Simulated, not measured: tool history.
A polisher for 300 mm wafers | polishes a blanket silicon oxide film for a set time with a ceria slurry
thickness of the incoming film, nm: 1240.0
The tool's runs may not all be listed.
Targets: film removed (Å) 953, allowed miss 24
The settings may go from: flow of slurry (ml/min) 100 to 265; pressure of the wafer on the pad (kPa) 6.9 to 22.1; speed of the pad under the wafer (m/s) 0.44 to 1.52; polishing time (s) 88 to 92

run  hour  flow of slurry (ml/min)  pressure of the wafer on the pad (kPa)  speed of the pad under the wafer (m/s)  polishing time (s)  film removed (Å)
  1     0                      170                                    14.5                                    0.98                  88            2487.7
  2   3.4                      170                                    14.5                                    0.98                  92            2635.5
  3  10.4                      165                                    12.4                                    0.88                  92            2040.3
  4  18.3                      130                                    12.4                                    0.88                  92            1954.4
  5    21                      150                                    12.4                                    0.88                  92            1991.7
  6  24.6                      145                                      11                                    0.82                  92              1652
  7  33.6                      145                                      11                                    0.82                  92              1670
  8  37.4                      145                                      11                                    0.82                  92            1656.7
  9  39.4                      140                                    10.3                                    0.78                  92            1480.6
 10  48.4                      135                                     9.7                                    0.76                  92              1325
 11  54.8                      135                                     9.7                                    0.76                  92            1335.6
 12  62.4                      130                                       9                                    0.74                  92            1203.2
 13  63.9                      125                                     8.3                                    0.74                  92            1108.7
       65  -- worn pad replaced by a new one
 14    65                      125                                     8.3                                    0.74                  92            1174.8

Which of these 4 next moves meets every target?
  A  66.1                      140                                     6.9                                     0.7                  91                 ?
  B  66.1                      105                                     8.3                                    0.58                  91                 ?
  C  66.1                      145                                     6.9                                    0.72                  92                 ?
  D  66.1                      140                                     8.3                                    0.62                  91                 ?

move  film removed (Å)
   A            954.53
   B             886.3
   C            998.28
   D            1009.6
A: meets every target
B: takes the result that was furthest off past its target
C: nearer than the last run, and not there yet
D: nearer than the last run, and not there yet
Move A is the one to make.
